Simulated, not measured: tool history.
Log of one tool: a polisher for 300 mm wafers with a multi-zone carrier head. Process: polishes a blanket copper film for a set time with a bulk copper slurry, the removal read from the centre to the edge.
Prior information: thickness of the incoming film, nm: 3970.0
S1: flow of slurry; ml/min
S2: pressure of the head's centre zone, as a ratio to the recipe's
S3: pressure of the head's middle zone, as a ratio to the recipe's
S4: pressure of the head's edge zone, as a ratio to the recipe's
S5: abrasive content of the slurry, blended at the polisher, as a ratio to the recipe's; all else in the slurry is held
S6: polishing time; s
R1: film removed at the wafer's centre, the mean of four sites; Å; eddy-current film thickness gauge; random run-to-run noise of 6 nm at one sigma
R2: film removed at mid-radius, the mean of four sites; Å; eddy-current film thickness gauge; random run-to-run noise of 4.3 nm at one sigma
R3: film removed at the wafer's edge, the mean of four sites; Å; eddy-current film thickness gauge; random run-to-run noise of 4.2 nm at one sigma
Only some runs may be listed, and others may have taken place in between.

run 1 hour=0.0 | S1=175 S2=1.00 S3=1.00 S4=1.00 S5=1.00 S6=78 | R1=9423.4 R2=9574.4 R3=9878.3
run 2 hour=2.0 | S1=175 S2=1.03 S3=1.00 S4=0.95 S5=0.85 S6=68 | R1=8193.7 R2=8003.0 R3=8122.6
run 3 hour=4.5 | S1=175 S2=1.11 S3=1.00 S4=0.95 S5=0.85 S6=68 | R1=8455.3 R2=7988.1 R3=8034.6
run 4 hour=11.1 | S1=205 S2=1.11 S3=1.00 S4=0.95 S5=0.85 S6=68 | R1=8372.6 R2=8298.8 R3=8114.4
run 5 hour=13.8 | S1=205 S2=1.11 S3=0.97 S4=0.95 S5=0.85 S6=68 | R1=8554.9 R2=8142.6 R3=8237.9
run 6 hour=19.7 | S1=245 S2=1.11 S3=0.97 S4=0.95 S5=0.85 S6=68 | R1=8876.3 R2=8216.3 R3=8373.0
run 7 hour=22.1 | S1=235 S2=1.13 S3=0.97 S4=0.91 S5=0.75 S6=62 | R1=7888.4 R2=7130.8 R3=7171.9
run 8 hour=26.5 | S1=225 S2=1.12 S3=0.99 S4=0.88 S5=0.70 S6=59 | R1=7229.7 R2=6876.8 R3=6594.2
run 9 hour=34.1 | S1=215 S2=1.13 S3=0.99 S4=0.86 S5=0.65 S6=57 | R1=6901.4 R2=6410.8 R3=6122.9
run 10 hour=42.7 | S1=200 S2=1.13 S3=0.99 S4=0.85 S5=0.60 S6=56 | R1=6507.4 R2=6145.6 R3=5904.9
run 11 hour=48.1 | S1=175 S2=1.19 S3=1.01 S4=0.81 S5=0.50 S6=49 | R1=5566.6 R2=5147.2 R3=4871.2
run 12 hour=51.9 | S1=185 S2=1.19 S3=1.01 S4=0.82 S5=0.50 S6=49 | R1=5609.1 R2=5110.4 R3=4840.9

What will run 13 give?
run 13 hour=53.1 | S1=200 S2=1.18 S3=1.01 S4=0.83 S5=0.50 S6=49 | R1=? R2=? R3=?

{"run 13": {"R1": 5596.8, "R2": 5250.7, "R3": 4959.0}}
